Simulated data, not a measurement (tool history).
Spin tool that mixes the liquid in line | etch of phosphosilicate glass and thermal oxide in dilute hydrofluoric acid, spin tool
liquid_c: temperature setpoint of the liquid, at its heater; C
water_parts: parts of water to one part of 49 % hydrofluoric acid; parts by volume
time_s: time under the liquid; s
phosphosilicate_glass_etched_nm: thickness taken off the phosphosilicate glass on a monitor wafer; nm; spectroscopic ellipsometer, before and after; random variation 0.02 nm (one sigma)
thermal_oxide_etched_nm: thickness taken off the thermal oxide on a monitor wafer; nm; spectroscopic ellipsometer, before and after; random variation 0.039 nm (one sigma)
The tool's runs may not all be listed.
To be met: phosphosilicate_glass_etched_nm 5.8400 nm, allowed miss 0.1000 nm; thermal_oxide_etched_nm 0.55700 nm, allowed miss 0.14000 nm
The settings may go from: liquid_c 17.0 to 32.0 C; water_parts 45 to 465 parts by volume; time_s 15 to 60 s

run    day  liquid_c  water_parts  time_s  phosphosilicate_glass_etched_nm  thermal_oxide_etched_nm
  1  0.000      24.0          255      30                           5.1664                  0.51196
  2  0.058      25.0          255      30                           5.3487                  0.53925
  3  0.388      25.5          255      30                           5.4866                  0.50122
  4  0.712      25.5          205      30                           7.1889                  0.56825
  5  0.942      23.5          205      30                           6.6946                  0.62318
  6  1.279      26.0          205      30                           7.3052                  0.71167
  7  1.308      24.5          205      30                           6.8802                  0.65283
  8  1.392      23.5          205      30                           6.6956                  0.58110
  9  1.733      22.5          205      30                           6.4299                  0.56620
 10  2.025      22.0          205      30                           6.3411                  0.60036
 11  2.175      21.5          205      30                           6.1689                  0.61542
 12  2.312      21.0          205      30                           6.0581                  0.48157

Which of these 5 next moves meets every target?
  A  2.450      20.0          205      30                                ?                        ?
  B  2.450      26.0          255      30                                ?                        ?
  C  2.450      19.5          185      30                                ?                        ?
  D  2.450      17.5          225      40                                ?                        ?
  E  2.450      30.5          415      50                                ?                        ?

move  phosphosilicate_glass_etched_nm  thermal_oxide_etched_nm
   A                           5.8543                  0.53760
   B                           5.5737                  0.51183
   C                           6.4886                  0.59585
   D                           6.3341                  0.58166
   E                           5.5992                  0.51418
A: meets every target
B: takes the result that was furthest off past its target
C: further off than the last run
D: further off than the last run
E: takes the result that was furthest off past its target
Move A is the one to make.
